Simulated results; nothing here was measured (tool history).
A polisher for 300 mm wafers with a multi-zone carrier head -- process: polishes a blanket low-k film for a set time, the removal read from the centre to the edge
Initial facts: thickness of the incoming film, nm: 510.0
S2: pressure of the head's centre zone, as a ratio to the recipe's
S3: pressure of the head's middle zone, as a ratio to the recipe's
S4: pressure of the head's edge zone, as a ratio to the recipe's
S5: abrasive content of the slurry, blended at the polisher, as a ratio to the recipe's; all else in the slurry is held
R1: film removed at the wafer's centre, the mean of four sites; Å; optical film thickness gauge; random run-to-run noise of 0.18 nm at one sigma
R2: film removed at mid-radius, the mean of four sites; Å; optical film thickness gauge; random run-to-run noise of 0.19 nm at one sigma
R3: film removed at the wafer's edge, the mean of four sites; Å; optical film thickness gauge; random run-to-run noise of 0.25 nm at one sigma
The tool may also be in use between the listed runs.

{"run": 1, "hour": 0.0, "flow of slurry (ml/min)": 265, "S2": 1.0, "S3": 1.0, "S4": 1.0, "S5": 1.0, "polishing time (s)": 60, "R1": 210.28, "R2": 202.26, "R3": 207.84}
{"run": 2, "hour": 6.0, "flow of slurry (ml/min)": 265, "S2": 1.0, "S3": 1.04, "S4": 1.0, "S5": 1.0, "polishing time (s)": 60, "R1": 212.8, "R2": 208.65, "R3": 209.83}
{"run": 3, "hour": 7.9, "flow of slurry (ml/min)": 260, "S2": 1.0, "S3": 0.99, "S4": 1.0, "S5": 0.95, "polishing time (s)": 60, "R1": 204.03, "R2": 203.57, "R3": 201.34}
{"run": 4, "hour": 11.6, "flow of slurry (ml/min)": 285, "S2": 1.02, "S3": 0.97, "S4": 1.05, "S5": 0.95, "polishing time (s)": 56, "R1": 201.1, "R2": 188.54, "R3": 197.13}
{"run": 5, "hour": 18.4, "flow of slurry (ml/min)": 285, "S2": 1.02, "S3": 0.93, "S4": 1.08, "S5": 0.9, "polishing time (s)": 55, "R1": 186.35, "R2": 175.82, "R3": 187.67}
{"run": 6, "hour": 22.2, "flow of slurry (ml/min)": 285, "S2": 1.02, "S3": 0.93, "S4": 1.08, "S5": 0.9, "polishing time (s)": 68, "R1": 232.92, "R2": 214.73, "R3": 239.6}
{"run": 7, "hour": 24.5, "flow of slurry (ml/min)": 285, "S2": 1.03, "S3": 0.9, "S4": 1.1, "S5": 0.8, "polishing time (s)": 66, "R1": 224.39, "R2": 191.04, "R3": 220.29}
{"run": 8, "hour": 27.9, "flow of slurry (ml/min)": 275, "S2": 1.0, "S3": 0.88, "S4": 1.08, "S5": 0.75, "polishing time (s)": 66, "R1": 213.81, "R2": 184.44, "R3": 217.0}

The next listed run, before its measurement:
{"run": 9, "hour": 34.0, "flow of slurry (ml/min)": 275, "S2": 0.99, "S3": 0.88, "S4": 1.07, "S5": 0.7, "polishing time (s)": 65, "R1": "?", "R2": "?", "R3": "?"}

{"run 9": {"R1": 201.96, "R2": 177.0, "R3": 207.8}}

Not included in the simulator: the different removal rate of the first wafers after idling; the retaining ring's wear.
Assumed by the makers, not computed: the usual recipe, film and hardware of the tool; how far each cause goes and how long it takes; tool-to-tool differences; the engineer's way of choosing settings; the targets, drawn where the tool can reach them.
